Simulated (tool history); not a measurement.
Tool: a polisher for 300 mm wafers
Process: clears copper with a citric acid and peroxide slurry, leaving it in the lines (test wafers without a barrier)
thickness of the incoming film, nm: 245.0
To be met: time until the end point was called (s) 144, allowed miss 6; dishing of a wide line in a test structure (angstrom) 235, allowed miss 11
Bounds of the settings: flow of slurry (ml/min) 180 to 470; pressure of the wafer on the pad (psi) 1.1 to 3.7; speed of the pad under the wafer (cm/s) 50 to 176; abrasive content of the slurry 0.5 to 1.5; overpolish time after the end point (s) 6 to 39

run	day	flow of slurry (ml/min)	pressure of the wafer on the pad (psi)	speed of the pad under the wafer (cm/s)	abrasive content of the slurry	overpolish time after the end point (s)	time until the end point was called (s)	dishing of a wide line in a test structure (angstrom)
1	0	300	2.4	112	1	20	109.79	295.28
2	0.067	300	2.4	112	0.85	20	113	278.51
3	0.333	300	2.3	112	0.85	20	117.22	276.42
4	0.5	300	2.3	122	0.85	20	104.76	292.97
5	0.592	300	2.1	122	0.85	20	115.37	274.71
6	0.8	300	2	122	0.85	20	120.69	273.04
7	0.912	300	1.9	122	0.85	20	125.01	256.07
8	1.042	295	1.5	120	0.85	22	151.87	232.87

4 next moves are on the table. One of them brings every result within its allowed miss. Which?
A	1.171	350	1.5	122	1.1	18	?	?
B	1.171	305	1.9	94	1	25	?	?
C	1.171	340	1.6	126	0.7	21	?	?
D	1.171	340	1.2	120	1.05	25	?	?

move	time until the end point was called (s)	dishing of a wide line in a test structure (angstrom)
A	143.7	207.44
B	158.57	258.36
C	144.13	238.83
D	173.64	234.01
A: brings the result that was furthest off to its target, and leaves another outside
B: further off than the last run
C: meets every target
D: further off than the last run
Answer: C
